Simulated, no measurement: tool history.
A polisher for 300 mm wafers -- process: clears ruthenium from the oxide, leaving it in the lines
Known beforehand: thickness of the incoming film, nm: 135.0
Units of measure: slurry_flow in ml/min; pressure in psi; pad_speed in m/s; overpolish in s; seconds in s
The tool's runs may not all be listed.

run,day,slurry_flow,pressure,pad_speed,overpolish,seconds
1,0.000,215,1.6,0.88,33,200.49
2,0.054,215,1.8,0.90,33,166.70
3,0.392,215,1.9,0.90,33,164.86
4,0.562,255,1.9,0.90,33,159.18
5,0.625,255,2.0,0.90,33,152.79
6,0.704,255,2.0,0.68,33,188.59

Run 7 comes next. What will it give?
7,0.783,255,2.2,0.70,33,?

seconds: 163.29 s
